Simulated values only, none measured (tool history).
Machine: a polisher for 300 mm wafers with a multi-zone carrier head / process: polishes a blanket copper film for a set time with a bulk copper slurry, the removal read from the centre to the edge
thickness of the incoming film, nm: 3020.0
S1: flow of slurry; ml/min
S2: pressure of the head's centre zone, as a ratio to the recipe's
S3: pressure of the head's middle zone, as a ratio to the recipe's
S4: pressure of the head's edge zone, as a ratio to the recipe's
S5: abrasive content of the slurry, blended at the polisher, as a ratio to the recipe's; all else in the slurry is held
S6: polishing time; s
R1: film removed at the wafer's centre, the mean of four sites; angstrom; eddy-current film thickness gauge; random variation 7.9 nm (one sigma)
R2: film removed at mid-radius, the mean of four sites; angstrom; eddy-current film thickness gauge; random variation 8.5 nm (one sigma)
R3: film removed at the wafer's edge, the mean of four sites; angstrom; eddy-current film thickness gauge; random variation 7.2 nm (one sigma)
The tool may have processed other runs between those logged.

Run 1, hour 0: S1 310 ml/min, S2 1, S3 1, S4 1, S5 1, S6 82 s. Result: R1 10113 angstrom, R2 10249 angstrom, R3 10289 angstrom.
Run 2, hour 5.2: S1 310 ml/min, S2 1.07, S3 1, S4 1, S5 1, S6 82 s. Result: R1 10756 angstrom, R2 10126 angstrom, R3 10219 angstrom.
Run 3, hour 7.2: S1 305 ml/min, S2 1.05, S3 0.99, S4 1, S5 0.95, S6 80 s. Result: R1 10234 angstrom, R2 9757.2 angstrom, R3 9684.5 angstrom.
Run 4, hour 14: S1 305 ml/min, S2 1.03, S3 0.97, S4 1.01, S5 0.9, S6 79 s. Result: R1 9803.7 angstrom, R2 9239.4 angstrom, R3 9619.8 angstrom.
Run 5, hour 22.4: S1 300 ml/min, S2 1.01, S3 0.96, S4 1.01, S5 0.85, S6 78 s. Result: R1 9473.9 angstrom, R2 9109.5 angstrom, R3 9391.7 angstrom.
Run 6, hour 29.1: S1 300 ml/min, S2 1.01, S3 0.96, S4 1.01, S5 0.85, S6 57 s. Result: R1 6868.8 angstrom, R2 6530.1 angstrom, R3 6866.8 angstrom.

For run 7, what comes out?
Run 7, hour 32.4: S1 300 ml/min, S2 1, S3 0.96, S4 1.02, S5 0.85, S6 57 s. Result: R1 ?, R2 ?, R3 ?.

R1: 6668.4 angstrom
R2: 6525 angstrom
R3: 6810.4 angstrom
